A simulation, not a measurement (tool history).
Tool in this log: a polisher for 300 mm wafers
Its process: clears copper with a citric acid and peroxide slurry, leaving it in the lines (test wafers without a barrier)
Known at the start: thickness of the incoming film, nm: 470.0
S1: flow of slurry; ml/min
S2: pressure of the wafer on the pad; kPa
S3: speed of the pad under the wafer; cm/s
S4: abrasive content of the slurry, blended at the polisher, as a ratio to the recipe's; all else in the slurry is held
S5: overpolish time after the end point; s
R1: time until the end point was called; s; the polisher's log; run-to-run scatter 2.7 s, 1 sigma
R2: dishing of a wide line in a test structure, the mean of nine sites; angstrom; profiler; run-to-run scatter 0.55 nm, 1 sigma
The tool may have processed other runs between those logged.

run,hour,S1,S2,S3,S4,S5,R1,R2
1,0.0,270,23.4,136,1.0,24,169.39,437.04
2,2.3,270,23.4,136,1.0,21,162.87,381.28
3,6.7,270,19.3,136,1.0,21,187.23,337.64
4,14.4,270,20.0,138,1.0,19,179.01,322.64
5,18.5,320,20.0,138,1.0,19,183.48,324.99
6,27.4,360,20.0,138,1.0,19,181.09,323.62

What will run 7 give?
7,34.0,360,20.7,138,1.0,17,?,?

Run 7 produced R1 170.86 s, R2 294.68 angstrom.
